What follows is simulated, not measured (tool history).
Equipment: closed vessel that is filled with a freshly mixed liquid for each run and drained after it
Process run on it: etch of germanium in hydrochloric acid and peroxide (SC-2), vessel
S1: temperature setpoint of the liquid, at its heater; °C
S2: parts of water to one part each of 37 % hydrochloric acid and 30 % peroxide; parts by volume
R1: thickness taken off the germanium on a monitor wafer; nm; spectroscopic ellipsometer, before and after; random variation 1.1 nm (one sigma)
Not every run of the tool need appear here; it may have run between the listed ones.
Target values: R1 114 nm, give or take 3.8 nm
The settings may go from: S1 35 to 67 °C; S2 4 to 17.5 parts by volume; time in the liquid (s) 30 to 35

Run 1, hour 0: S1 51 °C, S2 9.5 parts by volume, time in the liquid (s) 35. Result: R1 87.709 nm.
Run 2, hour 3.7: S1 46.5 °C, S2 9.5 parts by volume, time in the liquid (s) 35. Result: R1 76.533 nm.
Run 3, hour 11.5: S1 46.5 °C, S2 9.5 parts by volume, time in the liquid (s) 30. Result: R1 65.445 nm.
Run 4, hour 14.6: S1 46.5 °C, S2 11 parts by volume, time in the liquid (s) 30. Result: R1 63.966 nm.
Run 5, hour 21.2: S1 50 °C, S2 11 parts by volume, time in the liquid (s) 30. Result: R1 71.637 nm.
Run 6, hour 26.7: S1 45.5 °C, S2 11 parts by volume, time in the liquid (s) 30. Result: R1 61.304 nm.
Run 7, hour 28.2: S1 49 °C, S2 11 parts by volume, time in the liquid (s) 30. Result: R1 69.551 nm.
Run 8, hour 35.6: S1 52 °C, S2 11 parts by volume, time in the liquid (s) 30. Result: R1 76.352 nm.
At hour 42.9: thermometer replaced.
Run 9, hour 42.9: S1 54.5 °C, S2 11 parts by volume, time in the liquid (s) 30. Result: R1 78.496 nm.
Run 10, hour 44.2: S1 54.5 °C, S2 11 parts by volume, time in the liquid (s) 30. Result: R1 79.778 nm.
Run 11, hour 50.8: S1 57 °C, S2 10.5 parts by volume, time in the liquid (s) 30. Result: R1 85.984 nm.
Run 12, hour 56.3: S1 59 °C, S2 10 parts by volume, time in the liquid (s) 30. Result: R1 90.875 nm.

Consider the 5 candidate settings below. Which is the only one whose results all fall within their allowed miss of target?
Run A, hour 61.8: S1 62 °C, S2 7 parts by volume, time in the liquid (s) 30. Result: R1 ?.
Run B, hour 61.8: S1 57.5 °C, S2 8.5 parts by volume, time in the liquid (s) 35. Result: R1 ?.
Run C, hour 61.8: S1 56.5 °C, S2 10 parts by volume, time in the liquid (s) 30. Result: R1 ?.
Run D, hour 61.8: S1 56.5 °C, S2 9 parts by volume, time in the liquid (s) 35. Result: R1 ?.
Run E, hour 61.8: S1 60 °C, S2 7 parts by volume, time in the liquid (s) 35. Result: R1 ?.

move      R1
   A  103.76
   B  104.33
   C  85.464
   D  100.73
   E  114.08
A: nearer than the last run, and not there yet
B: nearer than the last run, and not there yet
C: the biggest miss grows against the last run
D: nearer than the last run, and not there yet
E: in spec on every target
Go with E: it meets all targets.
